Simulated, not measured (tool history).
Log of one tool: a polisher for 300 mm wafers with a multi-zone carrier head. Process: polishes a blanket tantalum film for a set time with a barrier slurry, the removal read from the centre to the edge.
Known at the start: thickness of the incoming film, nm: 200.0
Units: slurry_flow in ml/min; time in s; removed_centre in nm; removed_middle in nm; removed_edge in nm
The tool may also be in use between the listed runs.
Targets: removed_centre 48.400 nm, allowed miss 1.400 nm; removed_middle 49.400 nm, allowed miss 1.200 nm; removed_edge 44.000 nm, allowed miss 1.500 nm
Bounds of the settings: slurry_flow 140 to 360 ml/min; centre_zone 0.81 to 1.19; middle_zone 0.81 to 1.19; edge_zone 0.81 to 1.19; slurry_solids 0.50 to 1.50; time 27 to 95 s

{"run": 1, "hour": 0.0, "slurry_flow": 230, "centre_zone": 1.0, "middle_zone": 1.0, "edge_zone": 1.0, "slurry_solids": 1.0, "time": 61, "removed_centre": 77.785, "removed_middle": 76.362, "removed_edge": 75.994}
{"run": 2, "hour": 2.9, "slurry_flow": 230, "centre_zone": 1.0, "middle_zone": 1.0, "edge_zone": 1.0, "slurry_solids": 0.8, "time": 61, "removed_centre": 72.858, "removed_middle": 73.221, "removed_edge": 71.344}
{"run": 3, "hour": 4.4, "slurry_flow": 230, "centre_zone": 1.0, "middle_zone": 1.0, "edge_zone": 0.94, "slurry_solids": 0.8, "time": 61, "removed_centre": 73.758, "removed_middle": 72.637, "removed_edge": 69.543}
{"run": 4, "hour": 12.1, "slurry_flow": 230, "centre_zone": 1.0, "middle_zone": 1.0, "edge_zone": 0.94, "slurry_solids": 0.9, "time": 61, "removed_centre": 75.374, "removed_middle": 74.211, "removed_edge": 71.202}
{"run": 5, "hour": 20.7, "slurry_flow": 230, "centre_zone": 1.0, "middle_zone": 1.0, "edge_zone": 0.94, "slurry_solids": 0.9, "time": 70, "removed_centre": 86.183, "removed_middle": 86.545, "removed_edge": 81.89}
{"run": 6, "hour": 23.3, "slurry_flow": 230, "centre_zone": 0.99, "middle_zone": 1.0, "edge_zone": 0.92, "slurry_solids": 0.85, "time": 65, "removed_centre": 78.847, "removed_middle": 79.097, "removed_edge": 75.418}
{"run": 7, "hour": 30.6, "slurry_flow": 230, "centre_zone": 1.01, "middle_zone": 1.1, "edge_zone": 0.82, "slurry_solids": 0.6, "time": 48, "removed_centre": 54.414, "removed_middle": 57.526, "removed_edge": 47.745}
{"run": 8, "hour": 38.4, "slurry_flow": 225, "centre_zone": 1.0, "middle_zone": 1.09, "edge_zone": 0.82, "slurry_solids": 0.6, "time": 48, "removed_centre": 53.972, "removed_middle": 57.415, "removed_edge": 48.241}
{"run": 9, "hour": 47.2, "slurry_flow": 220, "centre_zone": 1.0, "middle_zone": 1.08, "edge_zone": 0.82, "slurry_solids": 0.6, "time": 47, "removed_centre": 52.211, "removed_middle": 55.928, "removed_edge": 46.819}
{"run": 10, "hour": 52.7, "slurry_flow": 165, "centre_zone": 0.99, "middle_zone": 0.98, "edge_zone": 0.81, "slurry_solids": 0.5, "time": 47, "removed_centre": 46.429, "removed_middle": 46.173, "removed_edge": 43.265}

5 next moves are on the table. One of them brings every result within its allowed miss. Which?
{"run": "A", "hour": 58.2, "slurry_flow": 175, "centre_zone": 1.0, "middle_zone": 1.03, "edge_zone": 0.82, "slurry_solids": 0.55, "time": 46, "removed_centre": "?", "removed_middle": "?", "removed_edge": "?"}
{"run": "B", "hour": 58.2, "slurry_flow": 175, "centre_zone": 1.03, "middle_zone": 0.9, "edge_zone": 0.87, "slurry_solids": 0.55, "time": 46, "removed_centre": "?", "removed_middle": "?", "removed_edge": "?"}
{"run": "C", "hour": 58.2, "slurry_flow": 170, "centre_zone": 1.03, "middle_zone": 0.95, "edge_zone": 0.83, "slurry_solids": 0.5, "time": 45, "removed_centre": "?", "removed_middle": "?", "removed_edge": "?"}
{"run": "D", "hour": 58.2, "slurry_flow": 210, "centre_zone": 1.1, "middle_zone": 0.98, "edge_zone": 0.81, "slurry_solids": 0.5, "time": 44, "removed_centre": "?", "removed_middle": "?", "removed_edge": "?"}
{"run": "E", "hour": 58.2, "slurry_flow": 155, "centre_zone": 0.89, "middle_zone": 1.0, "edge_zone": 0.86, "slurry_solids": 0.6, "time": 48, "removed_centre": "?", "removed_middle": "?", "removed_edge": "?"}

move=A removed_centre=48.461 removed_middle=48.391 removed_edge=43.284
move=B removed_centre=49.880 removed_middle=43.202 removed_edge=44.516
move=C removed_centre=47.323 removed_middle=42.895 removed_edge=41.407
move=D removed_centre=51.547 removed_middle=44.656 removed_edge=41.143
move=E removed_centre=44.683 removed_middle=49.137 removed_edge=46.342
A: meets every target
B: further off than the last run
C: further off than the last run
D: further off than the last run
E: brings the result that was furthest off to its target, and leaves another outside
Move A is the one to make.
